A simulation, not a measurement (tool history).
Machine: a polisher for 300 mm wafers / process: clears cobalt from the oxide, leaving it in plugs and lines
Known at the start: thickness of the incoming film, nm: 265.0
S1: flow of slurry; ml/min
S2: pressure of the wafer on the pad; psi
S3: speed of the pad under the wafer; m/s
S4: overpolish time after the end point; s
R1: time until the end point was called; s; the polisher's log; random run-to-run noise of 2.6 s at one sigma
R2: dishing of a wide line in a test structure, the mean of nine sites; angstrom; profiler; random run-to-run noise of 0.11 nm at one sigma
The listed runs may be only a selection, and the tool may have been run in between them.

run 1 hour=0.0 | S1=155 S2=1.5 S3=0.78 S4=11 | R1=109.51 R2=196.350
run 2 hour=6.6 | S1=155 S2=1.2 S3=0.78 S4=11 | R1=136.12 R2=161.420
run 3 hour=10.8 | S1=155 S2=1.2 S3=0.78 S4=16 | R1=133.65 R2=219.200
run 4 hour=18.6 | S1=160 S2=1.1 S3=0.72 S4=15 | R1=160.53 R2=191.310
run 5 hour=23.6 | S1=160 S2=1.2 S3=0.72 S4=15 | R1=145.45 R2=200.250
run 6 hour=30.4 | S1=160 S2=1.1 S3=0.68 S4=14 | R1=168.66 R2=168.580
run 7 hour=38.6 | S1=160 S2=1.0 S3=0.66 S4=13 | R1=189.95 R2=142.570
run 8 hour=40.1 | S1=155 S2=0.9 S3=0.66 S4=13 | R1=211.21 R2=132.730
run 9 hour=45.6 | S1=150 S2=0.9 S3=0.66 S4=13 | R1=214.99 R2=130.480
run 10 hour=48.1 | S1=135 S2=0.7 S3=0.66 S4=11 | R1=270.34 R2=87.448
run 11 hour=56.4 | S1=175 S2=0.7 S3=0.64 S4=12 | R1=262.86 R2=98.628
run 12 hour=59.6 | S1=180 S2=0.7 S3=0.64 S4=12 | R1=265.95 R2=98.620
run 13 hour=68.0 | S1=180 S2=0.8 S3=0.64 S4=12 | R1=238.02 R2=110.640
run 14 hour=74.0 | S1=175 S2=0.8 S3=0.64 S4=12 | R1=239.06 R2=110.790
run 15 hour=76.7 | S1=170 S2=0.8 S3=0.64 S4=12 | R1=235.06 R2=110.570
run 16 hour=85.6 | S1=165 S2=0.7 S3=0.64 S4=12 | R1=270.24 R2=97.435

Run 17 has not been measured yet. What should we expect?
run 17 hour=93.5 | S1=170 S2=0.7 S3=0.64 S4=12 | R1=? R2=?

Run 17 produced R1 270.90 s, R2 96.738 angstrom.
